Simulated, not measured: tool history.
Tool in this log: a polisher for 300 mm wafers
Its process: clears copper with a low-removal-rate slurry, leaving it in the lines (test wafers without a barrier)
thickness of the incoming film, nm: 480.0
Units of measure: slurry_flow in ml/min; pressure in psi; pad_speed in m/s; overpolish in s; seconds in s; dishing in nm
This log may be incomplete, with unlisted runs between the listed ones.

{"run": 1, "day": 0.0, "slurry_flow": 150, "pressure": 3.2, "pad_speed": 1.24, "slurry_solids": 1, "overpolish": 18, "seconds": 106.62, "dishing": 54.306}
{"run": 2, "day": 0.112, "slurry_flow": 155, "pressure": 3.1, "pad_speed": 1.36, "slurry_solids": 1, "overpolish": 15, "seconds": 100.49, "dishing": 46.581}
{"run": 3, "day": 0.388, "slurry_flow": 155, "pressure": 3.7, "pad_speed": 1.36, "slurry_solids": 1, "overpolish": 15, "seconds": 86.376, "dishing": 55.423}
{"run": 4, "day": 0.45, "slurry_flow": 175, "pressure": 3.2, "pad_speed": 1.52, "slurry_solids": 1.15, "overpolish": 12, "seconds": 85.606, "dishing": 45.398}
{"run": 5, "day": 0.725, "slurry_flow": 190, "pressure": 2.9, "pad_speed": 1.64, "slurry_solids": 1.25, "overpolish": 10, "seconds": 84.996, "dishing": 41.589}
{"run": 6, "day": 1.062, "slurry_flow": 190, "pressure": 2.9, "pad_speed": 1.64, "slurry_solids": 1.1, "overpolish": 10, "seconds": 87.106, "dishing": 39.626}

Run 7, settings as shown, results not yet in. Your forecast:
{"run": 7, "day": 1.192, "slurry_flow": 200, "pressure": 2.9, "pad_speed": 1.72, "slurry_solids": 0.95, "overpolish": 9, "seconds": "?", "dishing": "?"}

Run 7 gave seconds 88.143 s, dishing 36.226 nm.
